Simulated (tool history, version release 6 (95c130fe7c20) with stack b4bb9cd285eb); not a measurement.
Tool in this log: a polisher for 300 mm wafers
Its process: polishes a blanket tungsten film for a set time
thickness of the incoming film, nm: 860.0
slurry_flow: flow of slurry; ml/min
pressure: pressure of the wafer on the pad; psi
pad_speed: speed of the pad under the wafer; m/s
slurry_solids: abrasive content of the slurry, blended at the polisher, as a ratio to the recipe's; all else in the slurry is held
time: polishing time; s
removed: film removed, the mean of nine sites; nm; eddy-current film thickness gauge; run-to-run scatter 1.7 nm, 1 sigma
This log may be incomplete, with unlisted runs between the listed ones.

| run | day | slurry_flow | pressure | pad_speed | slurry_solids | time | removed |
|---|---|---|---|---|---|---|---|
| 1 | 0 | 165 | 4.7 | 0.9 | 1 | 74 | 361.19 |
| 2 | 0.054 | 165 | 4.7 | 0.9 | 0.85 | 74 | 346.13 |
| 3 | 0.129 | 155 | 4.4 | 0.9 | 0.85 | 74 | 322.25 |
| 4 | 0.3 | 150 | 4.2 | 0.9 | 0.85 | 74 | 305.61 |
| 5 | 0.379 | 140 | 4.1 | 0.9 | 0.85 | 74 | 295.12 |
| 6 | 0.504 | 140 | 4.1 | 0.9 | 0.85 | 78 | 311.23 |
| 7 | 0.642 | 115 | 3.4 | 0.9 | 0.85 | 78 | 247.45 |
| 8 | 0.742 | 125 | 3.4 | 0.9 | 0.85 | 78 | 255.1 |

What will run 9 give?
| 9 | 1 | 130 | 3.4 | 0.9 | 0.85 | 78 | ? |

{"run 9": {"removed": 258.73}}

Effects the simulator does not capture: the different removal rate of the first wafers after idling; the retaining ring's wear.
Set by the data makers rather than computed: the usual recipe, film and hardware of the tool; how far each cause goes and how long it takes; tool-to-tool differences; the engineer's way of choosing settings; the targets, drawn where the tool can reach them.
